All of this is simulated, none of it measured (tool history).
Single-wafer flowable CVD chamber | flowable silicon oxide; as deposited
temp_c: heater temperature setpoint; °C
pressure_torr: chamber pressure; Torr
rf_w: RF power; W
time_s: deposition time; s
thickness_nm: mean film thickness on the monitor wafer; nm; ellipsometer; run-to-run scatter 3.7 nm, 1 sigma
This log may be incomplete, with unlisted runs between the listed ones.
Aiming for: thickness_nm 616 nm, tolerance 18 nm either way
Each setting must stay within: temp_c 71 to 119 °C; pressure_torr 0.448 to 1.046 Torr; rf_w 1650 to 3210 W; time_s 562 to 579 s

run 1 day=0 | temp_c=95 pressure_torr=0.747 rf_w=2430 time_s=562 | thickness_nm=370.34
run 2 day=0.079 | temp_c=90 pressure_torr=0.749 rf_w=2430 time_s=562 | thickness_nm=450.34
run 3 day=0.325 | temp_c=90 pressure_torr=0.749 rf_w=2430 time_s=579 | thickness_nm=457.15
run 4 day=0.688 | temp_c=87 pressure_torr=0.75 rf_w=2430 time_s=579 | thickness_nm=521.71
run 5 day=0.862 | temp_c=87 pressure_torr=0.75 rf_w=2430 time_s=579 | thickness_nm=519.49
-- day=0.917 capacitance manometer re-zeroed and calibrated
run 6 day=0.917 | temp_c=85 pressure_torr=0.75 rf_w=2430 time_s=579 | thickness_nm=531.04
run 7 day=1.029 | temp_c=83 pressure_torr=0.751 rf_w=2430 time_s=579 | thickness_nm=576.1
run 8 day=1.375 | temp_c=82 pressure_torr=0.751 rf_w=2430 time_s=579 | thickness_nm=587.81

Which one of the following 5 next-run settings gets every result inside its allowed miss? There is exactly one.
run A day=1.721 | temp_c=82 pressure_torr=0.688 rf_w=1960 time_s=579 | thickness_nm=?
run B day=1.721 | temp_c=84 pressure_torr=0.773 rf_w=2430 time_s=571 | thickness_nm=?
run C day=1.721 | temp_c=82 pressure_torr=0.801 rf_w=2770 time_s=562 | thickness_nm=?
run D day=1.721 | temp_c=80 pressure_torr=0.795 rf_w=2295 time_s=579 | thickness_nm=?
run E day=1.721 | temp_c=80 pressure_torr=0.79 rf_w=2450 time_s=579 | thickness_nm=?

move=A thickness_nm=517.28
move=B thickness_nm=561.34
move=C thickness_nm=625.11
move=D thickness_nm=658.5
move=E thickness_nm=662.44
A: lands further from the targets than the last run did
B: lands further from the targets than the last run did
C: every result lands within tolerance
D: carries the result that was furthest off beyond its target, to the other side
E: carries the result that was furthest off beyond its target, to the other side
Move C is the one to make.
